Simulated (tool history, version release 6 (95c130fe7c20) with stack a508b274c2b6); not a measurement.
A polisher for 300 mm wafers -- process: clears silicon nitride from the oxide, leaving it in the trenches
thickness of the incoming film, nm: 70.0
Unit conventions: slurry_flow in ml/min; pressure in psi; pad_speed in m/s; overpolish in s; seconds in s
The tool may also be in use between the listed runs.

run	hour	slurry_flow	pressure	pad_speed	overpolish	seconds
1	0	225	2.5	0.86	6	94.276
2	5.1	225	2.1	0.84	6	114.04
3	7.6	225	1.8	0.82	6	137.62
4	11.2	225	1.8	0.92	6	120.35
5	12	200	1.8	0.92	6	120.79
6	20.8	200	1.3	0.92	6	168.83
7	25.4	195	1.3	0.92	6	172.34
8	28.8	190	1.3	0.92	6	165.8

Run 9 comes next. What will it give?
9	34.7	190	1.3	0.92	6	?

{"run 9": {"seconds": 168.63}}

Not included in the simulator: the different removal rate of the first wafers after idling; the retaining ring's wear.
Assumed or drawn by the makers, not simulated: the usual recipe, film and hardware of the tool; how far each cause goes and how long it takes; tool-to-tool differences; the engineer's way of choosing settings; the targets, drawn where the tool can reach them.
